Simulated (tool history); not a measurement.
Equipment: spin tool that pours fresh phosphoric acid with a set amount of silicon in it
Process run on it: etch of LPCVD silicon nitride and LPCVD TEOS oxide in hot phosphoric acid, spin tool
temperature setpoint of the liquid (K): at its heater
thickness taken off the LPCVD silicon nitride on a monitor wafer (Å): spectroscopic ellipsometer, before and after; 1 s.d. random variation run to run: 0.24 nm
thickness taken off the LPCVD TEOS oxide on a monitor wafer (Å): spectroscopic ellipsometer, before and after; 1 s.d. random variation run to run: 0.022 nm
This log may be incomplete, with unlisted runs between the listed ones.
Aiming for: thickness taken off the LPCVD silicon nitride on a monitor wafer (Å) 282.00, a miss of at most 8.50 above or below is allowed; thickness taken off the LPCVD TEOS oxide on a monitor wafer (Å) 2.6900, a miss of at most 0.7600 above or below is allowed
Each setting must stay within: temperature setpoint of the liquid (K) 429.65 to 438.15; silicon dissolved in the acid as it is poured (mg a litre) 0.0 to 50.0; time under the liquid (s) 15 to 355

run  hour  temperature setpoint of the liquid (K)  silicon dissolved in the acid as it is poured (mg a litre)  time under the liquid (s)  thickness taken off the LPCVD silicon nitride on a monitor wafer (Å)  thickness taken off the LPCVD TEOS oxide on a monitor wafer (Å)
  1   0.0                                  433.15                                                        23.5                        180                                                                176.66                                                           3.1818
  2   3.6                                  432.15                                                        23.5                        180                                                                169.64                                                           3.4904
  3   8.9                                  433.65                                                        27.0                        195                                                                193.35                                                           3.1929
  4  16.1                                  434.65                                                        30.5                        210                                                                217.30                                                           3.3675
  5  16.8                                  435.15                                                        35.0                        220                                                                229.36                                                           2.7052
  6  19.7                                  436.15                                                        35.0                        220                                                                235.12                                                           3.2632
  7  25.7                                  436.15                                                        37.5                        230                                                                249.29                                                           3.1327
  8  27.1                                  436.15                                                        40.0                        235                                                                252.04                                                           2.6716
  9  31.4                                  436.65                                                        41.0                        240                                                                262.80                                                           2.6221
 10  39.8                                  436.65                                                        41.5                        245                                                                267.86                                                           2.6179
 11  40.7                                  436.65                                                        42.0                        245                                                                268.13                                                           2.7283
 12  46.9                                  436.65                                                        42.5                        245                                                                267.57                                                           1.9121
 13  54.6                                  437.15                                                        42.0                        245                                                                269.85                                                           2.2097

5 candidate next runs follow, results not yet known. Just one meets every target within its allowed miss. Identify it.
  A  62.3                                  437.65                                                        50.0                        215                                                                     ?                                                                ?
  B  62.3                                  437.15                                                        29.5                        215                                                                     ?                                                                ?
  C  62.3                                  436.15                                                        42.5                        265                                                                     ?                                                                ?
  D  62.3                                  438.15                                                        46.0                        225                                                                     ?                                                                ?
  E  62.3                                  434.65                                                        42.0                        240                                                                     ?                                                                ?

move  thickness taken off the LPCVD silicon nitride on a monitor wafer (Å)  thickness taken off the LPCVD TEOS oxide on a monitor wafer (Å)
   A                                                                243.16                                                           1.9900
   B                                                                239.19                                                           4.6828
   C                                                                285.23                                                           2.6303
   D                                                                258.69                                                           2.1595
   E                                                                245.76                                                           2.2194
A: misses by more than the last run did
B: misses by more than the last run did
C: all results land within tolerance of their targets
D: misses by more than the last run did
E: misses by more than the last run did
Go with C: it meets all targets.

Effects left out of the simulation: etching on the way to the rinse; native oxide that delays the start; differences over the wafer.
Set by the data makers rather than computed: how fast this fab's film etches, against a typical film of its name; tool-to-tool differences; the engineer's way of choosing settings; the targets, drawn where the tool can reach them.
